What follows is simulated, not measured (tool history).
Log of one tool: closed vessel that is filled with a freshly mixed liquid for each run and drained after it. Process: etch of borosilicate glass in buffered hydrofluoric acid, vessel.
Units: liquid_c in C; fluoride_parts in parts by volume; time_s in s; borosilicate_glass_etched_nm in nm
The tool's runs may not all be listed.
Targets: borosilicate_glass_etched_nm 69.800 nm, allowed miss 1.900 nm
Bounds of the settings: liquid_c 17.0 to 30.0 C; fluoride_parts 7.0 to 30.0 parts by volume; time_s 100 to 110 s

run 1 hour=0.0 | liquid_c=22.0 fluoride_parts=20.0 time_s=100 | borosilicate_glass_etched_nm=56.047
run 2 hour=7.1 | liquid_c=23.0 fluoride_parts=20.0 time_s=100 | borosilicate_glass_etched_nm=58.377
run 3 hour=13.2 | liquid_c=24.0 fluoride_parts=20.0 time_s=100 | borosilicate_glass_etched_nm=62.076
run 4 hour=17.5 | liquid_c=24.0 fluoride_parts=20.0 time_s=100 | borosilicate_glass_etched_nm=61.745
run 5 hour=18.8 | liquid_c=24.0 fluoride_parts=23.0 time_s=100 | borosilicate_glass_etched_nm=56.602
run 6 hour=23.5 | liquid_c=25.0 fluoride_parts=23.0 time_s=100 | borosilicate_glass_etched_nm=60.294
run 7 hour=31.7 | liquid_c=25.5 fluoride_parts=23.0 time_s=100 | borosilicate_glass_etched_nm=60.852
run 8 hour=36.3 | liquid_c=26.0 fluoride_parts=23.0 time_s=100 | borosilicate_glass_etched_nm=63.646
run 9 hour=40.5 | liquid_c=26.5 fluoride_parts=23.0 time_s=100 | borosilicate_glass_etched_nm=63.920
run 10 hour=44.8 | liquid_c=27.0 fluoride_parts=23.0 time_s=100 | borosilicate_glass_etched_nm=65.793

Which of these 4 next moves meets every target?
run A hour=49.1 | liquid_c=23.5 fluoride_parts=22.5 time_s=105 | borosilicate_glass_etched_nm=?
run B hour=49.1 | liquid_c=29.0 fluoride_parts=25.0 time_s=100 | borosilicate_glass_etched_nm=?
run C hour=49.1 | liquid_c=25.5 fluoride_parts=23.0 time_s=100 | borosilicate_glass_etched_nm=?
run D hour=49.1 | liquid_c=26.5 fluoride_parts=26.0 time_s=100 | borosilicate_glass_etched_nm=?

move=A borosilicate_glass_etched_nm=58.736
move=B borosilicate_glass_etched_nm=69.733
move=C borosilicate_glass_etched_nm=61.350
move=D borosilicate_glass_etched_nm=59.460
A: further off than the last run
B: meets every target
C: further off than the last run
D: further off than the last run
Answer: B
